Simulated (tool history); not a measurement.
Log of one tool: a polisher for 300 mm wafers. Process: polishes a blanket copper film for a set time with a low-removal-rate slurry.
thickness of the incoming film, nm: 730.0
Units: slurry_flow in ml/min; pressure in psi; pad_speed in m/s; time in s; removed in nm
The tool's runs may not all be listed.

run    day  slurry_flow  pressure  pad_speed  slurry_solids  time  removed
  1  0.000          155       1.7       1.34            1.0    52   147.68
  2  0.029          160       1.8       1.34            1.0    52   156.88
  3  0.088          160       1.8       1.34            1.0    52   160.41
  4  0.225          170       1.9       1.34            1.0    52   167.35
  5  0.271          170       2.0       1.34            1.0    52   174.42
  6  0.342          170       1.7       1.34            1.0    52   153.40
  7  0.492          180       1.8       1.34            1.0    52   162.48

Run 8 comes next. What will it give?
  8  0.746          190       1.9       1.34            1.0    52        ?

removed: 171.58 nm

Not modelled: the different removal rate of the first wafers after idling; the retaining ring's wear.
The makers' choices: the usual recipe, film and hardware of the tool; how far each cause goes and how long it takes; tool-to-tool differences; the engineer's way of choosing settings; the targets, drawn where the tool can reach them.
